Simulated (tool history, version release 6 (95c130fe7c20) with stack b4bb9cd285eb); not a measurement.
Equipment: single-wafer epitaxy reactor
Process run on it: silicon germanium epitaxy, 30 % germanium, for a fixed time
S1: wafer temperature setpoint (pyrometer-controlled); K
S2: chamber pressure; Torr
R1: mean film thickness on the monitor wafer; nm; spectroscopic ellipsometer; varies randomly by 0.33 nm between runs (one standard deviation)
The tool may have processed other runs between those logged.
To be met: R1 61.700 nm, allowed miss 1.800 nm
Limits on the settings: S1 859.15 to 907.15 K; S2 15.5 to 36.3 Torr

run	day	S1	S2	R1
1	0.000	883.15	25.9	76.697
2	0.312	881.15	25.8	72.474
3	0.479	880.15	25.7	70.547
4	0.525	879.15	25.7	69.709
5	0.838	879.15	21.7	63.629
6	1.062	883.15	21.7	70.121
7	1.296	882.15	21.7	68.826
8	1.442	881.15	21.7	66.865
9	1.662	880.15	21.7	65.295

Below are 4 possible settings for the next run. Only one of them brings all results inside the allowed miss of their targets. Which is it?
A	1.883	874.15	24.6	?
B	1.883	879.15	26.4	?
C	1.883	884.15	19.1	?
D	1.883	883.15	21.1	?

move	R1
A	61.692
B	70.811
C	66.668
D	68.775
A: every result lands within tolerance
B: the biggest miss grows against the last run
C: the biggest miss grows against the last run
D: the biggest miss grows against the last run
Go with A: it meets all targets.
